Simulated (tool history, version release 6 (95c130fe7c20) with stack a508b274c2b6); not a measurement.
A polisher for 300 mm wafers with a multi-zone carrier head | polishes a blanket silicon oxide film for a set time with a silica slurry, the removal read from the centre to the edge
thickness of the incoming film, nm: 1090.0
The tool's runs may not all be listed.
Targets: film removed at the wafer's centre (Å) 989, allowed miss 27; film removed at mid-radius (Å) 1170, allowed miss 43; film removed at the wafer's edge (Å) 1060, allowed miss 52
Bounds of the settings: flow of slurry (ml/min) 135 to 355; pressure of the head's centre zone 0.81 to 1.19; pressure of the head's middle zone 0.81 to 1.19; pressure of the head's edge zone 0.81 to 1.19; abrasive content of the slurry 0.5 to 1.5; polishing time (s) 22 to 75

run	hour	flow of slurry (ml/min)	pressure of the head's centre zone	pressure of the head's middle zone	pressure of the head's edge zone	abrasive content of the slurry	polishing time (s)	film removed at the wafer's centre (Å)	film removed at mid-radius (Å)	film removed at the wafer's edge (Å)
1	0	225	1	1	1	1	48	1281.5	1221.7	1211.1
2	2.6	220	0.97	1.01	0.98	1	48	1232.8	1235.1	1169.9
3	6	220	0.93	1.01	0.98	1	48	1171.7	1231.5	1214.4
4	7.2	210	0.91	1.01	0.95	1	48	1160.6	1230.3	1174.6
5	11	205	0.89	1.01	0.94	0.95	48	1094.1	1198.2	1145.4
6	18.7	205	0.89	1.01	0.94	1.05	48	1151.1	1252.1	1213.6
7	19.4	200	0.88	1.01	0.92	1	48	1112.5	1217.3	1155.4
8	21	195	0.87	1.01	0.91	1	48	1089.1	1236.6	1145.4
9	26.3	190	0.86	1	0.9	1	48	1081.5	1220.8	1132.1
# hour 27.8: centre zone pressure recalibrated
10	27.8	185	0.85	1	0.89	1	48	1005.5	1200.5	1112.7
11	35.4	185	0.85	1	0.88	1	48	998.9	1184	1129.4
12	37.6	185	0.86	1.01	0.87	1	48	1026.8	1213.1	1100.7
13	43.4	180	0.86	1.01	0.87	1	48	1011.6	1209	1113.2

Which of these 5 next moves meets every target?
A	49.2	195	0.84	1.05	0.87	0.95	50	?	?	?
B	49.2	225	0.91	1.1	0.81	0.9	48	?	?	?
C	49.2	145	0.81	1.01	0.91	0.9	52	?	?	?
D	49.2	180	0.88	1.04	0.87	0.85	49	?	?	?
E	49.2	145	0.83	0.84	0.97	1.3	48	?	?	?

move	film removed at the wafer's centre (Å)	film removed at mid-radius (Å)	film removed at the wafer's edge (Å)
A	1023.8	1254.8	1131.8
B	1056.2	1239.8	1037.2
C	966.98	1194.4	1146.4
D	989.98	1149.2	1047.6
E	1066.6	1103.6	1275.6
A: further off than the last run
B: brings the result that was furthest off to its target, and leaves another outside
C: further off than the last run
D: meets every target
E: further off than the last run
The right move is D.
